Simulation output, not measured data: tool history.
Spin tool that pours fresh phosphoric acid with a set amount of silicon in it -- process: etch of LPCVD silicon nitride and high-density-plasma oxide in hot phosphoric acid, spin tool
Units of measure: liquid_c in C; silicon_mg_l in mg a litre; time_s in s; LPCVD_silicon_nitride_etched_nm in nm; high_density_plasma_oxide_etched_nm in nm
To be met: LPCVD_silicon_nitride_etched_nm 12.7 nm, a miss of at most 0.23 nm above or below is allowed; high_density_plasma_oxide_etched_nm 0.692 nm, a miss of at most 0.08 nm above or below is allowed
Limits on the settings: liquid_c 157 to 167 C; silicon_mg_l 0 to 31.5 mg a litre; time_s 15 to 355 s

run  hour  liquid_c  silicon_mg_l  time_s  LPCVD_silicon_nitride_etched_nm  high_density_plasma_oxide_etched_nm
  1     0       162            14     180                           16.676                              0.64191
  2   8.2       163            14     180                           17.262                               0.7114
  3  12.1       163           9.5     180                           17.399                                0.792
  4  18.3       163           3.5     180                           17.363                              0.89707
  5  27.1     162.5             3     170                           16.005                              0.82805
  6  28.8     162.5             0     170                           16.104                               0.8668
  7  34.9     162.5             0     165                           15.623                              0.79394
  8  42.7     162.5             0     155                            14.67                              0.76855
  9  51.4       162             0     130                           12.202                              0.60846
 10    52       162             0     130                           12.102                              0.61932
     58.6  -- thermometer replaced
 11  58.6     162.5             0     130                           13.413                              0.80325
 12  62.7     162.5             0     130                           13.347                              0.74563

Below are 4 possible settings for the next run. Only one of them brings all results inside the allowed miss of their targets. Which is it?
  A  66.8       162             3     130                                ?                                    ?
  B  66.8     161.5           3.5     135                                ?                                    ?
  C  66.8     161.5           4.5     145                                ?                                    ?
  D  66.8       161           0.5     130                                ?                                    ?

move  LPCVD_silicon_nitride_etched_nm  high_density_plasma_oxide_etched_nm
   A                           13.129                              0.75064
   B                           13.409                              0.74415
   C                           14.402                              0.78376
   D                           12.698                              0.73091
A: closes in on the targets versus the last run, not all within tolerance yet
B: further off than the last run
C: further off than the last run
D: every result within its allowed miss
Answer: D
